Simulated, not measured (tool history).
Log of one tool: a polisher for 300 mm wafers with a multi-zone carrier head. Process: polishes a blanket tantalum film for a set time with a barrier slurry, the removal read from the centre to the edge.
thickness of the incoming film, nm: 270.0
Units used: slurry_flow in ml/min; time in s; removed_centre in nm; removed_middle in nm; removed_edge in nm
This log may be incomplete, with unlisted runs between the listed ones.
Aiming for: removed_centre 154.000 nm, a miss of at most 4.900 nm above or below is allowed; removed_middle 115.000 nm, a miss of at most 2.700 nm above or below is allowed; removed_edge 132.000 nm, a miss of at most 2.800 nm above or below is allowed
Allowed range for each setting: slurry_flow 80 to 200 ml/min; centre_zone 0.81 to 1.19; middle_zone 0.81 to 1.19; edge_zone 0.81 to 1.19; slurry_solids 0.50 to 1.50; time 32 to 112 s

run	day	slurry_flow	centre_zone	middle_zone	edge_zone	slurry_solids	time	removed_centre	removed_middle	removed_edge
1	0.000	130	1.00	1.00	1.00	1.00	72	91.659	89.956	87.408
2	0.192	130	1.00	1.00	1.03	1.00	72	91.022	88.542	88.989
3	0.279	130	1.04	1.00	1.03	1.00	72	94.901	88.462	88.173
4	0.621	140	1.06	0.99	1.06	1.10	74	101.600	95.055	96.257
5	0.646	160	1.06	0.99	1.06	1.10	74	106.510	96.301	97.225
6	0.742	160	1.14	0.99	1.06	1.10	74	114.030	96.338	96.417
# day 1.050: edge zone pressure recalibrated
7	1.050	165	1.15	0.97	1.08	1.20	76	120.520	101.170	105.830
8	1.088	170	1.16	0.95	1.07	1.25	77	125.480	100.660	109.100
9	1.425	175	1.17	0.94	1.07	1.30	78	130.480	103.240	113.010
10	1.542	180	1.17	0.93	1.07	1.35	79	132.200	104.390	114.920
11	1.592	185	1.17	0.92	1.07	1.40	80	135.980	105.160	116.950
12	1.929	190	1.17	0.92	1.07	1.40	81	138.440	106.210	118.620
13	2.075	190	1.17	0.92	1.07	1.40	82	138.420	109.320	121.490
14	2.196	200	1.19	0.88	1.08	1.50	85	150.410	111.620	128.290

Exercise: of the 4 proposed moves below, exactly one satisfies all targets within the stated allowed misses. Which move is it?
A	2.317	150	1.18	0.88	1.05	1.50	91	?	?	?
B	2.317	200	1.18	0.85	1.01	1.50	87	?	?	?
C	2.317	200	1.14	0.92	1.10	1.25	89	?	?	?
D	2.317	200	1.19	0.86	1.13	1.40	85	?	?	?

move	removed_centre	removed_middle	removed_edge
A	150.990	114.100	131.390
B	150.730	110.190	126.790
C	143.080	115.580	129.810
D	146.360	107.090	129.080
A: each result inside its tolerance
B: further off than the last run
C: puts the biggest miss on target and leaves a different result outside tolerance
D: further off than the last run
Move A is the one to make.

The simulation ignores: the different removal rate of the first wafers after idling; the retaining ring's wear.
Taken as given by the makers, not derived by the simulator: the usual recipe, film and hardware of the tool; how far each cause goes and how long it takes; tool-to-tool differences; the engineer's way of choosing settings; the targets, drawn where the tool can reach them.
